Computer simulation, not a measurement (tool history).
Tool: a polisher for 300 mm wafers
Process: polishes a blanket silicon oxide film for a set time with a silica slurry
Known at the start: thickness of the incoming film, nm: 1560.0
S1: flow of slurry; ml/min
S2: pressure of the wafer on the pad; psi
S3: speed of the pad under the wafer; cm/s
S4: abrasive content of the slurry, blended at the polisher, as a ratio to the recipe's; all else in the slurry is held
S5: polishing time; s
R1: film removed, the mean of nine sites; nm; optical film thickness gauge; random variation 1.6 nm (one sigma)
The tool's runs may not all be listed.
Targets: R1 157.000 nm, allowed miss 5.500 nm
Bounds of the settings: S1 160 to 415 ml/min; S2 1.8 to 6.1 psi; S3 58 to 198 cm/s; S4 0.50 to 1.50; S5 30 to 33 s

| run | hour | S1 | S2 | S3 | S4 | S5 | R1 |
|---|---|---|---|---|---|---|---|
| 1 | 0.0 | 265 | 3.9 | 128 | 1.00 | 33 | 96.898 |
| 2 | 0.8 | 305 | 3.9 | 128 | 1.00 | 33 | 98.203 |
| 3 | 6.1 | 305 | 4.1 | 128 | 1.00 | 33 | 100.520 |
| 4 | 7.5 | 305 | 4.3 | 128 | 1.00 | 33 | 106.830 |
|  | 12.7 | head pressure recalibrated |
| 5 | 12.7 | 305 | 4.5 | 128 | 1.00 | 33 | 124.620 |
| 6 | 15.3 | 305 | 4.5 | 128 | 1.00 | 33 | 122.940 |
| 7 | 21.8 | 305 | 4.6 | 128 | 1.00 | 33 | 127.970 |
| 8 | 30.0 | 305 | 4.9 | 128 | 1.00 | 33 | 138.050 |

4 next moves are on the table. One of them brings every result within its allowed miss. Which?
| A | 38.2 | 260 | 4.9 | 132 | 1.10 | 33 | ? |
| B | 38.2 | 315 | 5.8 | 142 | 1.00 | 33 | ? |
| C | 38.2 | 335 | 4.7 | 154 | 1.15 | 33 | ? |
| D | 38.2 | 265 | 4.9 | 172 | 1.25 | 32 | ? |

| move | R1 |
|---|---|
| A | 143.550 |
| B | 174.380 |
| C | 157.300 |
| D | 172.470 |
A: nearer than the last run, and not there yet
B: takes the result that was furthest off past its target
C: meets every target
D: takes the result that was furthest off past its target
Move C is the one to make.

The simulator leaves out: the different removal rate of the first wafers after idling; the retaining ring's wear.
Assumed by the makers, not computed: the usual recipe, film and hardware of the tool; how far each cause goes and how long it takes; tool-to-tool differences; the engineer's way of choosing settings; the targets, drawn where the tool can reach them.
